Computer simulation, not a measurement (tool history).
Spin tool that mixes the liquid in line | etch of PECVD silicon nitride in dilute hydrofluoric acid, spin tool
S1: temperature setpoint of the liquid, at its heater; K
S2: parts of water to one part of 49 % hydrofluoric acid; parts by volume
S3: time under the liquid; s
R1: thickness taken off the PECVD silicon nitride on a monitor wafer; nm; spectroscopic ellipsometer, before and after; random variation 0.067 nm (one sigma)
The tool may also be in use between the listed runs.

| run | day | S1 | S2 | S3 | R1 |
|---|---|---|---|---|---|
| 1 | 0 | 298.15 | 70 | 60 | 5.3579 |
| 2 | 0.346 | 300.15 | 60 | 60 | 7.1407 |
| 3 | 0.588 | 301.65 | 55 | 60 | 8.5521 |
| 4 | 0.788 | 301.65 | 70 | 60 | 6.6688 |
| 5 | 0.996 | 302.65 | 60 | 60 | 8.3558 |
| 6 | 1.1 | 302.65 | 45 | 60 | 11.206 |
| 7 | 1.146 | 303.65 | 45 | 60 | 11.843 |

Run 8 comes next. What will it give?
| 8 | 1.258 | 304.15 | 45 | 60 | ? |

{"run 8": {"R1": 12.32}}
